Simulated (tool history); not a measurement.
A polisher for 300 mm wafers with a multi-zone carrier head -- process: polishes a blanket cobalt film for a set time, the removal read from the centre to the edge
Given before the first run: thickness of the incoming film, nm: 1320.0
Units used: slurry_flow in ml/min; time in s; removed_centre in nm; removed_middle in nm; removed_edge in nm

run  hour  slurry_flow  centre_zone  middle_zone  edge_zone  time  removed_centre  removed_middle  removed_edge
  1   0.0          270         1.00         1.00       1.00    87          285.21          286.26        281.50
  2   8.3          270         1.00         1.00       1.00   107          349.05          350.11        343.32
  3  12.6          255         0.95         0.95       1.00    92          279.52          288.18        295.48
  4  18.9          245         0.93         0.91       1.00    81          242.06          244.17        261.77
  5  26.3          235         0.90         0.88       0.99    75          216.71          220.46        236.77
  6  31.4          225         0.88         0.86       1.00    71          199.39          201.55        224.19

Expected results for the next run?
  7  40.1          215         0.86         0.84       1.00    70               ?               ?             ?

removed_centre: 190.70 nm
removed_middle: 197.58 nm
removed_edge: 222.60 nm

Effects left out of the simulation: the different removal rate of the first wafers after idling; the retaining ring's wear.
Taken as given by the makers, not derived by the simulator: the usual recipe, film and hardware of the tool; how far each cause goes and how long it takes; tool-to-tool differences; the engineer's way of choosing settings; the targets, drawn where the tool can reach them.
